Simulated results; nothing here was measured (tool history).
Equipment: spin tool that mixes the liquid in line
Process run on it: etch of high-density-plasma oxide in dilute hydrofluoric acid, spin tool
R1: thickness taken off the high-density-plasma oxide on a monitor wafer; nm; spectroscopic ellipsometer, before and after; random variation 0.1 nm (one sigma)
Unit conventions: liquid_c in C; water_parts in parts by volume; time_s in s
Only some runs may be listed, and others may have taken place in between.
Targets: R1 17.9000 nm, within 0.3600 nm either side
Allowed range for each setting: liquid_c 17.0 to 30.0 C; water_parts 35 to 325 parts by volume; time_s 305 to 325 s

{"run": 1, "hour": 0.0, "liquid_c": 22.0, "water_parts": 180, "time_s": 305, "R1": 6.9985}
{"run": 2, "hour": 6.2, "liquid_c": 24.5, "water_parts": 150, "time_s": 305, "R1": 9.4825}
{"run": 3, "hour": 13.7, "liquid_c": 26.0, "water_parts": 130, "time_s": 305, "R1": 11.791}
{"run": 4, "hour": 14.3, "liquid_c": 27.5, "water_parts": 130, "time_s": 305, "R1": 12.622}
{"run": 5, "hour": 18.4, "liquid_c": 29.0, "water_parts": 130, "time_s": 305, "R1": 13.311}
{"run": 6, "hour": 25.9, "liquid_c": 29.5, "water_parts": 120, "time_s": 305, "R1": 14.961}
{"run": 7, "hour": 26.9, "liquid_c": 29.5, "water_parts": 115, "time_s": 305, "R1": 15.682}
{"run": 8, "hour": 30.7, "liquid_c": 29.5, "water_parts": 110, "time_s": 305, "R1": 16.346}
{"run": 9, "hour": 32.1, "liquid_c": 29.5, "water_parts": 105, "time_s": 305, "R1": 17.231}
{"run": 10, "hour": 39.3, "liquid_c": 29.5, "water_parts": 105, "time_s": 305, "R1": 17.285}

Exercise: of the 5 proposed moves below, exactly one satisfies all targets within the stated allowed misses. Which move is it?
{"run": "A", "hour": 46.5, "liquid_c": 30.0, "water_parts": 120, "time_s": 325, "R1": "?"}
{"run": "B", "hour": 46.5, "liquid_c": 28.5, "water_parts": 110, "time_s": 325, "R1": "?"}
{"run": "C", "hour": 46.5, "liquid_c": 29.0, "water_parts": 105, "time_s": 310, "R1": "?"}
{"run": "D", "hour": 46.5, "liquid_c": 28.5, "water_parts": 105, "time_s": 305, "R1": "?"}
{"run": "E", "hour": 46.5, "liquid_c": 30.0, "water_parts": 110, "time_s": 325, "R1": "?"}

move=A R1=16.0750
move=B R1=16.8090
move=C R1=17.2330
move=D R1=16.6380
move=E R1=17.7800
A: misses by more than the last run did
B: misses by more than the last run did
C: misses by more than the last run did
D: misses by more than the last run did
E: hits every target within its allowed miss
E is the move that brings every result within its allowed miss.
